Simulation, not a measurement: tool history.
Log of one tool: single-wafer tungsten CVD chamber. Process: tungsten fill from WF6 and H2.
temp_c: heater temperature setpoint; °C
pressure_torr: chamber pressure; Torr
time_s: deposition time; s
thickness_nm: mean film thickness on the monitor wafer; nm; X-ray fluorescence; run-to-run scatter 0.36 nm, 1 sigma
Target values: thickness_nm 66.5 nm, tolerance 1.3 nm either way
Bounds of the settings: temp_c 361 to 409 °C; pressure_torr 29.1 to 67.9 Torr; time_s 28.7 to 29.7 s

run,hour,temp_c,pressure_torr,time_s,thickness_nm
1,0,385,48.5,28.7,82.896
2,7,385,43,28.7,77.093
3,11.4,383,43,28.7,73.214
4,18.7,383,50.6,28.7,82.5
5,22.3,381,50.5,28.7,79.017
# hour 24.9: thermocouple changed; heater temperature recalibrated
6,24.9,385,50.5,28.7,79.264
7,29.9,381,49.2,28.7,72.201
8,31.3,380,49.2,28.7,71.067
9,33.4,379,49.2,28.7,70.171
10,36.5,378,49.2,28.7,68.888

Which of these 4 next moves meets every target?
A,39.6,375,50.6,29.6,?
B,39.6,375,50.6,29.7,?
C,39.6,377,52.3,28.7,?
D,39.6,375,50.2,28.7,?

move,thickness_nm
A,68.15
B,68.381
C,69.947
D,65.734
A: closes in on the targets versus the last run, not all within tolerance yet
B: closes in on the targets versus the last run, not all within tolerance yet
C: the biggest miss grows against the last run
D: in spec on every target
So the answer is move D, the one that meets all the targets.
